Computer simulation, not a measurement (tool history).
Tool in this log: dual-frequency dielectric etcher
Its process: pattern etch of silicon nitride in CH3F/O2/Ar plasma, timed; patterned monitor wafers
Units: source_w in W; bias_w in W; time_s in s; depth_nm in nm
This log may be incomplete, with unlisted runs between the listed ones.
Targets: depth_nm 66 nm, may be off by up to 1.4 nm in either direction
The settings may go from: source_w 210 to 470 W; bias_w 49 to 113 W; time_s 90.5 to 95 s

run,hour,source_w,bias_w,time_s,depth_nm
1,0,340,81,90.5,59.342
2,5.1,340,81,90.5,59.449
3,8.1,300,81,90.5,54.849
4,16.6,320,82,90.5,57.479
5,21.8,320,74,90.5,55.638
6,25.3,340,75,90.5,57.977
7,30.5,360,76,90.5,60.13
8,31.7,370,77,90.5,61.464
9,35.8,380,77,90.5,62.299
10,43.1,380,77,90.5,62.531
11,47.6,390,77,90.5,63.424
12,51.6,400,77,90.5,64.353

Pick the move, out of 4, that brings all results within their allowed miss; only one does.
A,55.6,360,68,94,?
B,55.6,430,80,91.5,?
C,55.6,360,89,93.5,?
D,55.6,360,73,94,?

move,depth_nm
A,60.609
B,68.513
C,65.593
D,61.932
A: misses by more than the last run did
B: the result that was furthest off in the last run now lies on the other side of its target
C: hits every target within its allowed miss
D: misses by more than the last run did
C meets every target.
